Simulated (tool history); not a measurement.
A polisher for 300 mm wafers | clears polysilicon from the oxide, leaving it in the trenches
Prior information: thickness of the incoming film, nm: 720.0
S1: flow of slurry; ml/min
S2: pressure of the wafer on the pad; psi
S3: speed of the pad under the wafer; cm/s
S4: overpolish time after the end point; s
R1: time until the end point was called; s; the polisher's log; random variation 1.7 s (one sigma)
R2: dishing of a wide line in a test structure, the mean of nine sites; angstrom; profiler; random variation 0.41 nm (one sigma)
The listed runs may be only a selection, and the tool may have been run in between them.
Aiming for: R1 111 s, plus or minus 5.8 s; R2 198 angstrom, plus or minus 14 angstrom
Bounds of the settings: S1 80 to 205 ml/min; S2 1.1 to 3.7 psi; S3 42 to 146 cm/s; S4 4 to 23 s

run    day   S1   S2  S3  S4      R1      R2
  1      0  135  2.4  94  12  62.554  452.76
  2  0.112  135  2.4  94   7  61.387  386.94
  3  0.371  135  2.1  92   6  72.387  355.38
  4  0.704  150  1.8  90   5  81.369  291.22
  5    0.9  135  1.8  90   5  83.748  277.22
  6  0.967  135  1.8  90   4  83.166  240.19
  7  1.008  135  1.8  90   4  84.853   244.7
  8  1.238  125  1.7  88   5  93.124  260.32
  9  1.283  120  1.5  92   5  101.26  250.22
 10  1.642  140  1.4  88   5  108.02  234.36
 11  1.996  130  1.3  92   5  112.04  228.06
 12  2.133  125  1.2  96   5   121.5  225.74
 13  2.483  145  1.2  88   5  125.26  213.35
 14  2.621  160  1.2  88   5  124.18  214.35
 15  2.704  170  1.2  92   5  117.02  219.97
 16  2.825  180  1.2  94   5  113.06  227.88
 17  3.196  170  1.2  96   5   110.2  230.98
 18  3.308  170  1.2  96   5  109.79  240.98
 19  3.379  170  1.3  88   5  113.18  224.31
 20  3.567  180  1.3  84   5  114.67  229.36
 21  3.642  145  1.7  94   4  85.702  231.36
 22  3.825  145  1.6  96   4  88.192  233.31

Below are 4 possible settings for the next run. Only one of them brings all results inside the allowed miss of their targets. Which is it?
  A  4.008  170  1.5  84   6   ?   ?
  B  4.008   95  1.7  78   4   ?   ?
  C  4.008  155    2  80   4   ?   ?
  D  4.008  145  1.6  76   6   ?   ?

move      R1      R2
   A  106.66  285.38
   B   115.3  204.28
   C  86.174  251.76
   D  113.54  274.32
A: puts the biggest miss on target and leaves a different result outside tolerance
B: every result lands within tolerance
C: lands further from the targets than the last run did
D: puts the biggest miss on target and leaves a different result outside tolerance
B is the move that brings every result within its allowed miss.
